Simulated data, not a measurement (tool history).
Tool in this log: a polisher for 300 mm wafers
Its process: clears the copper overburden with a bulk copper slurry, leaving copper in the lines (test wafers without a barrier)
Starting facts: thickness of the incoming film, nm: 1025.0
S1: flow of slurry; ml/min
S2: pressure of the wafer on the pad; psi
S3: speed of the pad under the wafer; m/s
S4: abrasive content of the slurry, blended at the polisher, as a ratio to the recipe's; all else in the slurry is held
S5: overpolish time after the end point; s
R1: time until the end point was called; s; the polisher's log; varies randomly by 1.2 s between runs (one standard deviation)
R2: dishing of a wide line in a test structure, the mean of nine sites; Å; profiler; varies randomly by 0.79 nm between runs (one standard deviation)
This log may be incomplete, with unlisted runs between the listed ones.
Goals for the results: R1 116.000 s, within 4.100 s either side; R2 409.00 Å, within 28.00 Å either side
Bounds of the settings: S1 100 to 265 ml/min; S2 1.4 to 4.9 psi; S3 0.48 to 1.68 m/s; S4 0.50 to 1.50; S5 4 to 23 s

Run 1, hour 0.0: S1 170 ml/min, S2 3.1 psi, S3 1.08 m/s, S4 1.00, S5 12 s. Result: R1 74.479 s, R2 397.80 Å.
Run 2, hour 0.6: S1 165 ml/min, S2 2.7 psi, S3 1.06 m/s, S4 1.00, S5 15 s. Result: R1 83.766 s, R2 416.33 Å.
Run 3, hour 6.6: S1 205 ml/min, S2 2.7 psi, S3 1.06 m/s, S4 1.00, S5 15 s. Result: R1 81.203 s, R2 408.21 Å.
Run 4, hour 7.7: S1 190 ml/min, S2 2.7 psi, S3 1.06 m/s, S4 1.00, S5 15 s. Result: R1 83.256 s, R2 406.21 Å.
Run 5, hour 14.4: S1 190 ml/min, S2 2.7 psi, S3 1.06 m/s, S4 1.00, S5 11 s. Result: R1 80.295 s, R2 380.67 Å.
Run 6, hour 17.7: S1 185 ml/min, S2 2.4 psi, S3 1.06 m/s, S4 1.00, S5 13 s. Result: R1 89.900 s, R2 385.12 Å.
Run 7, hour 23.7: S1 185 ml/min, S2 2.4 psi, S3 1.06 m/s, S4 1.00, S5 13 s. Result: R1 88.767 s, R2 397.30 Å.
Run 8, hour 31.8: S1 180 ml/min, S2 2.1 psi, S3 1.06 m/s, S4 1.00, S5 14 s. Result: R1 100.850 s, R2 379.10 Å.
Run 9, hour 32.9: S1 170 ml/min, S2 2.0 psi, S3 1.06 m/s, S4 1.00, S5 16 s. Result: R1 104.630 s, R2 376.26 Å.

Exercise: of the 4 proposed moves below, exactly one satisfies all targets within the stated allowed misses. Which move is it?
Run A, hour 34.0: S1 180 ml/min, S2 2.5 psi, S3 1.06 m/s, S4 0.80, S5 20 s. Result: R1 ?, R2 ?.
Run B, hour 34.0: S1 140 ml/min, S2 1.4 psi, S3 1.26 m/s, S4 0.95, S5 13 s. Result: R1 ?, R2 ?.
Run C, hour 34.0: S1 200 ml/min, S2 2.1 psi, S3 0.94 m/s, S4 0.85, S5 23 s. Result: R1 ?, R2 ?.
Run D, hour 34.0: S1 185 ml/min, S2 1.9 psi, S3 0.94 m/s, S4 0.80, S5 20 s. Result: R1 ?, R2 ?.

move       R1      R2
   A   91.677  422.08
   B  117.920  350.46
   C  114.030  410.16
   D  125.590  393.33
A: moves away from the targets compared with the last run
B: brings the result that was furthest off to its target, and leaves another outside
C: hits every target within its allowed miss
D: pushes the last run's worst result past its target
C meets every target.

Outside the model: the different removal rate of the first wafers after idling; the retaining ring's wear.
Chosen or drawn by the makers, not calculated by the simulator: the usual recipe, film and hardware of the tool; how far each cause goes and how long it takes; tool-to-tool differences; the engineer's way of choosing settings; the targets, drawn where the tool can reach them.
